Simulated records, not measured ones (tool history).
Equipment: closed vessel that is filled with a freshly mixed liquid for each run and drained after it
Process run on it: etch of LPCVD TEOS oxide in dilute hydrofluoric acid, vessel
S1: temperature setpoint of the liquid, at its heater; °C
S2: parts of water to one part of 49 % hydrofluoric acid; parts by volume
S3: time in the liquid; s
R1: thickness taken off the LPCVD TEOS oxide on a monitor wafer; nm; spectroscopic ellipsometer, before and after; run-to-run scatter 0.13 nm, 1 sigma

run  hour    S1   S2   S3      R1
  1   0.0  24.0  160  460  61.670
  2   1.6  25.5  160  460  65.181
  3  10.2  25.5  160  495  70.301
  4  12.7  24.0  160  495  66.042
  5  21.8  22.5  160  495  62.438
  6  27.8  22.0  170  495  57.120
  7  32.2  21.5  175  495  54.020

Run 8 comes next. What will it give?
  8  38.3  21.0  180  495   ?

Run 8 gave R1 51.949 nm.
